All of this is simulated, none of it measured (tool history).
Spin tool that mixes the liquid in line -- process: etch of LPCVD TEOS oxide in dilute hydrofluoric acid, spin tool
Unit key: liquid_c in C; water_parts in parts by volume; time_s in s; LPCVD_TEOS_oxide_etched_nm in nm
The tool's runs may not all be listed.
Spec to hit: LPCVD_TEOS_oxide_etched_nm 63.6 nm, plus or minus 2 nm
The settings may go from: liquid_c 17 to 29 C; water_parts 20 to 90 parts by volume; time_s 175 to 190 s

Run 1, day 0: liquid_c 21 C, water_parts 50 parts by volume, time_s 175 s. Result: LPCVD_TEOS_oxide_etched_nm 104.44 nm.
Run 2, day 0.033: liquid_c 20 C, water_parts 55 parts by volume, time_s 175 s. Result: LPCVD_TEOS_oxide_etched_nm 89.453 nm.
Run 3, day 0.171: liquid_c 19 C, water_parts 60 parts by volume, time_s 175 s. Result: LPCVD_TEOS_oxide_etched_nm 79.865 nm.
Run 4, day 0.492: liquid_c 18.5 C, water_parts 65 parts by volume, time_s 175 s. Result: LPCVD_TEOS_oxide_etched_nm 71.173 nm.
Run 5, day 0.521: liquid_c 18 C, water_parts 65 parts by volume, time_s 175 s. Result: LPCVD_TEOS_oxide_etched_nm 69.674 nm.
Run 6, day 0.617: liquid_c 18 C, water_parts 65 parts by volume, time_s 190 s. Result: LPCVD_TEOS_oxide_etched_nm 76.107 nm.
Run 7, day 0.767: liquid_c 17.5 C, water_parts 65 parts by volume, time_s 190 s. Result: LPCVD_TEOS_oxide_etched_nm 74.466 nm.
Run 8, day 1.017: liquid_c 17 C, water_parts 70 parts by volume, time_s 190 s. Result: LPCVD_TEOS_oxide_etched_nm 66.848 nm.

Which one of the following 4 next-run settings gets every result inside its allowed miss? There is exactly one.
Run A, day 1.267: liquid_c 18.5 C, water_parts 65 parts by volume, time_s 185 s. Result: LPCVD_TEOS_oxide_etched_nm ?.
Run B, day 1.267: liquid_c 18 C, water_parts 70 parts by volume, time_s 175 s. Result: LPCVD_TEOS_oxide_etched_nm ?.
Run C, day 1.267: liquid_c 17 C, water_parts 65 parts by volume, time_s 185 s. Result: LPCVD_TEOS_oxide_etched_nm ?.
Run D, day 1.267: liquid_c 17.5 C, water_parts 65 parts by volume, time_s 180 s. Result: LPCVD_TEOS_oxide_etched_nm ?.

move  LPCVD_TEOS_oxide_etched_nm
   A                      75.882
   B                      64.883
   C                      71.161
   D                      70.742
A: further off than the last run
B: each result inside its tolerance
C: further off than the last run
D: further off than the last run
B is the move that brings every result within its allowed miss.
